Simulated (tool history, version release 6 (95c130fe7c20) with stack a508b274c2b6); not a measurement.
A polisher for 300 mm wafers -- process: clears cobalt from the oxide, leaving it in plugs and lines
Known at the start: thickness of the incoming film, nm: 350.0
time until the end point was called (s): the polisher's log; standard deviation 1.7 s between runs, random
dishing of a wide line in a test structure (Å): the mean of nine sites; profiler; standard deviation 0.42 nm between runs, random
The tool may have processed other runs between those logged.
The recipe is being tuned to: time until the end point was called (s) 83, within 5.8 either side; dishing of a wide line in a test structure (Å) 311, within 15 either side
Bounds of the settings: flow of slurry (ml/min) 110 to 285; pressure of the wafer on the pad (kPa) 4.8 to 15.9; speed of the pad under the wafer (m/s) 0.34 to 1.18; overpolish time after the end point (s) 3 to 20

| run | day | flow of slurry (ml/min) | pressure of the wafer on the pad (kPa) | speed of the pad under the wafer (m/s) | overpolish time after the end point (s) | time until the end point was called (s) | dishing of a wide line in a test structure (Å) |
|---|---|---|---|---|---|---|---|
| 1 | 0 | 180 | 10.3 | 0.76 | 10 | 116.47 | 193.13 |
| 2 | 0.188 | 180 | 11 | 0.76 | 11 | 108.83 | 210.01 |
| 3 | 0.533 | 180 | 9.7 | 0.76 | 11 | 126.37 | 200.9 |
| 4 | 0.883 | 180 | 9.7 | 0.76 | 8 | 121.14 | 158.22 |
| 5 | 1.088 | 180 | 10.3 | 0.78 | 9 | 111.65 | 183.07 |
| 6 | 1.146 | 180 | 10.3 | 0.9 | 9 | 102.72 | 199.84 |
| 7 | 1.346 | 180 | 10.3 | 0.92 | 10 | 95.465 | 213.48 |
| 8 | 1.454 | 180 | 10.3 | 0.92 | 11 | 104.45 | 228.42 |
| 9 | 1.812 | 180 | 11.7 | 0.96 | 12 | 86.414 | 257.13 |
| 10 | 2 | 180 | 11.7 | 0.96 | 12 | 84.881 | 263.98 |
| 11 | 2.142 | 180 | 11.7 | 0.98 | 13 | 83.135 | 278.26 |
| 12 | 2.296 | 180 | 11.7 | 1 | 14 | 80.564 | 287.31 |

Which one of the following 4 next-run settings gets every result inside its allowed miss? There is exactly one.
| A | 2.45 | 120 | 12.4 | 1 | 17 | ? | ? |
| B | 2.45 | 190 | 11 | 1.06 | 11 | ? | ? |
| C | 2.45 | 205 | 12.4 | 0.9 | 12 | ? | ? |
| D | 2.45 | 175 | 12.4 | 1.04 | 10 | ? | ? |

| move | time until the end point was called (s) | dishing of a wide line in a test structure (Å) |
|---|---|---|
| A | 83.223 | 311.56 |
| B | 81.906 | 258.3 |
| C | 83.196 | 268.07 |
| D | 75.139 | 256.84 |
A: in spec on every target
B: the biggest miss grows against the last run
C: the biggest miss grows against the last run
D: the biggest miss grows against the last run
Move A is the one to make.

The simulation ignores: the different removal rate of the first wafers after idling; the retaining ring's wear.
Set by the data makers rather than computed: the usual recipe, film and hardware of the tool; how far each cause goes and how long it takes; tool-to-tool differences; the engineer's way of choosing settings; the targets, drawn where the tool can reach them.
